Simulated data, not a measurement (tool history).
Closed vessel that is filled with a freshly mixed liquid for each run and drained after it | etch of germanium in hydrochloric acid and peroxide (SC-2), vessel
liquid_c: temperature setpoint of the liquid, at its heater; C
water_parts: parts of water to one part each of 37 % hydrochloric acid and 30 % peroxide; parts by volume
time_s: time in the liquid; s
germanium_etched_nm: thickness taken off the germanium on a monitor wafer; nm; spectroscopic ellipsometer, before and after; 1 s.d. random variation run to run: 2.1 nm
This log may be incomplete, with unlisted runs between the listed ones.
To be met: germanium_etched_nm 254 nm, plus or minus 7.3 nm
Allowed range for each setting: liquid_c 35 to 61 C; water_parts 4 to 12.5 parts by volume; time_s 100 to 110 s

Run 1, hour 0: liquid_c 45 C, water_parts 7 parts by volume, time_s 100 s. Result: germanium_etched_nm 168.7 nm.
Run 2, hour 2.4: liquid_c 47.5 C, water_parts 7 parts by volume, time_s 100 s. Result: germanium_etched_nm 183.75 nm.
Run 3, hour 6.1: liquid_c 43 C, water_parts 7 parts by volume, time_s 100 s. Result: germanium_etched_nm 159.04 nm.
Run 4, hour 13.2: liquid_c 46 C, water_parts 7 parts by volume, time_s 100 s. Result: germanium_etched_nm 175.14 nm.
Run 5, hour 22: liquid_c 48.5 C, water_parts 7 parts by volume, time_s 100 s. Result: germanium_etched_nm 191.48 nm.
Run 6, hour 26.3: liquid_c 50.5 C, water_parts 7 parts by volume, time_s 100 s. Result: germanium_etched_nm 201.95 nm.
Run 7, hour 34.6: liquid_c 52 C, water_parts 7 parts by volume, time_s 100 s. Result: germanium_etched_nm 215.62 nm.
Run 8, hour 38.8: liquid_c 53 C, water_parts 7 parts by volume, time_s 100 s. Result: germanium_etched_nm 219.86 nm.
Run 9, hour 42.6: liquid_c 54 C, water_parts 7 parts by volume, time_s 100 s. Result: germanium_etched_nm 228.07 nm.
Run 10, hour 49.7: liquid_c 54.5 C, water_parts 7 parts by volume, time_s 100 s. Result: germanium_etched_nm 229.32 nm.
Run 11, hour 57.9: liquid_c 55 C, water_parts 7 parts by volume, time_s 100 s. Result: germanium_etched_nm 234.72 nm.
Run 12, hour 59.3: liquid_c 55.5 C, water_parts 7 parts by volume, time_s 100 s. Result: germanium_etched_nm 237.76 nm.
Run 13, hour 64.2: liquid_c 56 C, water_parts 7 parts by volume, time_s 100 s. Result: germanium_etched_nm 242.55 nm.
Run 14, hour 67.5: liquid_c 56.5 C, water_parts 7 parts by volume, time_s 100 s. Result: germanium_etched_nm 243.8 nm.

Exactly one of the 4 candidate moves below puts every result within its allowed miss. Which one?
Run A, hour 70.8: liquid_c 50.5 C, water_parts 8 parts by volume, time_s 110 s. Result: germanium_etched_nm ?.
Run B, hour 70.8: liquid_c 52 C, water_parts 6 parts by volume, time_s 110 s. Result: germanium_etched_nm ?.
Run C, hour 70.8: liquid_c 54.5 C, water_parts 6 parts by volume, time_s 110 s. Result: germanium_etched_nm ?.
Run D, hour 70.8: liquid_c 53 C, water_parts 6 parts by volume, time_s 105 s. Result: germanium_etched_nm ?.

move  germanium_etched_nm
   A               220.74
   B               235.13
   C                254.3
   D               231.63
A: further off than the last run
B: further off than the last run
C: every result lands within tolerance
D: further off than the last run
C meets every target.
